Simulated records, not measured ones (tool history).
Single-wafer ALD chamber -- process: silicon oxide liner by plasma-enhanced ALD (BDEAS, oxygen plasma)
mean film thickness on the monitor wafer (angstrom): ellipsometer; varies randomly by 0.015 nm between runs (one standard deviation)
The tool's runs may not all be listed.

run	hour	heater temperature setpoint (°C)	number of ALD cycles (cycles)	mean film thickness on the monitor wafer (angstrom)
1	0.0	320	30	28.521
2	5.3	320	26	24.956
3	8.0	320	29	27.862
4	16.8	320	25	23.793
5	21.7	320	27	25.748
6	29.3	320	28	26.479
7	33.6	320	29	27.723
8	39.6	320	30	28.487

What does the tool deliver on the next run?
9	44.1	320	31	?

{"run 9": {"mean film thickness on the monitor wafer (angstrom)": 29.69}}

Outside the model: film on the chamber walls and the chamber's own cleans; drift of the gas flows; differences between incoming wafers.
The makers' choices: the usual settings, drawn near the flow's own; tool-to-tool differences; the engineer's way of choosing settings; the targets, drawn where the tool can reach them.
